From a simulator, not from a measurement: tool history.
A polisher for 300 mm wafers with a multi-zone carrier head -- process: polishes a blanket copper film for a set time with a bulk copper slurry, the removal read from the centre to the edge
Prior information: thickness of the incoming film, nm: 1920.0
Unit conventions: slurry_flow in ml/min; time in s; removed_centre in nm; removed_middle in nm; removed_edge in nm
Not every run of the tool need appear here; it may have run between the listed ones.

run 1 hour=0 | slurry_flow=240 centre_zone=1 middle_zone=1 edge_zone=1 slurry_solids=1 time=88 | removed_centre=648.68 removed_middle=658.97 removed_edge=669.12
run 2 hour=3.9 | slurry_flow=235 centre_zone=0.99 middle_zone=0.98 edge_zone=0.96 slurry_solids=0.85 time=80 | removed_centre=564.07 removed_middle=558.28 removed_edge=565.9
run 3 hour=7.9 | slurry_flow=230 centre_zone=0.96 middle_zone=0.96 edge_zone=0.92 slurry_solids=0.75 time=77 | removed_centre=503.89 removed_middle=514.34 removed_edge=514.75
run 4 hour=10.6 | slurry_flow=230 centre_zone=0.96 middle_zone=0.99 edge_zone=0.92 slurry_solids=0.75 time=77 | removed_centre=496.57 removed_middle=529.53 removed_edge=512.54
run 5 hour=12.5 | slurry_flow=230 centre_zone=1.01 middle_zone=0.99 edge_zone=0.92 slurry_solids=0.75 time=77 | removed_centre=522.17 removed_middle=513.41 removed_edge=513.19
run 6 hour=15.4 | slurry_flow=220 centre_zone=0.99 middle_zone=0.97 edge_zone=0.89 slurry_solids=0.65 time=75 | removed_centre=486.3 removed_middle=476.5 removed_edge=463.67
run 7 hour=22.2 | slurry_flow=210 centre_zone=0.96 middle_zone=0.94 edge_zone=0.88 slurry_solids=0.6 time=75 | removed_centre=444.61 removed_middle=441.95 removed_edge=446.98
run 8 hour=30.9 | slurry_flow=195 centre_zone=0.96 middle_zone=0.94 edge_zone=0.87 slurry_solids=0.6 time=75 | removed_centre=438.9 removed_middle=439.42 removed_edge=443.07
run 9 hour=31.8 | slurry_flow=185 centre_zone=0.96 middle_zone=0.94 edge_zone=0.85 slurry_solids=0.6 time=75 | removed_centre=440.83 removed_middle=445.06 removed_edge=437.2
run 10 hour=33 | slurry_flow=180 centre_zone=0.95 middle_zone=0.93 edge_zone=0.84 slurry_solids=0.6 time=75 | removed_centre=427.78 removed_middle=432.07 removed_edge=433.96
run 11 hour=37.7 | slurry_flow=175 centre_zone=0.95 middle_zone=0.93 edge_zone=0.83 slurry_solids=0.6 time=75 | removed_centre=428.93 removed_middle=429.67 removed_edge=433.41

Run 12 has not been measured yet. What should we expect?
run 12 hour=45 | slurry_flow=175 centre_zone=0.95 middle_zone=0.93 edge_zone=0.82 slurry_solids=0.6 time=75 | removed_centre=? removed_middle=? removed_edge=?

Run 12 came out at removed_centre 434.84 nm, removed_middle 432.59 nm, removed_edge 426.99 nm.
